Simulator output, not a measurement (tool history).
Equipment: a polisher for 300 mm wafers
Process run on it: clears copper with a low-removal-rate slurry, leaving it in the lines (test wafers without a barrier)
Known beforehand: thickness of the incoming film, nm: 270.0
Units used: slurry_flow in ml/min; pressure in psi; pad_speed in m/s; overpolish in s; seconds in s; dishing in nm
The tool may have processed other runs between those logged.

{"run": 1, "hour": 0.0, "slurry_flow": 220, "pressure": 2.9, "pad_speed": 1.22, "slurry_solids": 1, "overpolish": 21, "seconds": 92.042, "dishing": 44.914}
{"run": 2, "hour": 3.4, "slurry_flow": 220, "pressure": 2.8, "pad_speed": 1.22, "slurry_solids": 1, "overpolish": 20, "seconds": 94.362, "dishing": 42.097}
{"run": 3, "hour": 8.1, "slurry_flow": 220, "pressure": 2.8, "pad_speed": 1.38, "slurry_solids": 1, "overpolish": 20, "seconds": 84.429, "dishing": 44.903}
{"run": 4, "hour": 10.2, "slurry_flow": 220, "pressure": 2.7, "pad_speed": 1.38, "slurry_solids": 1, "overpolish": 19, "seconds": 85.499, "dishing": 42.379}
{"run": 5, "hour": 12.7, "slurry_flow": 220, "pressure": 2.6, "pad_speed": 1.38, "slurry_solids": 1, "overpolish": 18, "seconds": 89.612, "dishing": 39.856}
{"run": 6, "hour": 16.1, "slurry_flow": 220, "pressure": 2.5, "pad_speed": 1.38, "slurry_solids": 1, "overpolish": 17, "seconds": 91.795, "dishing": 35.968}

Estimate the outcome of run 7 from the log above:
{"run": 7, "hour": 23.9, "slurry_flow": 220, "pressure": 2.5, "pad_speed": 1.38, "slurry_solids": 1, "overpolish": 17, "seconds": "?", "dishing": "?"}

Run 7 yielded seconds 94.933 s, dishing 36.259 nm.
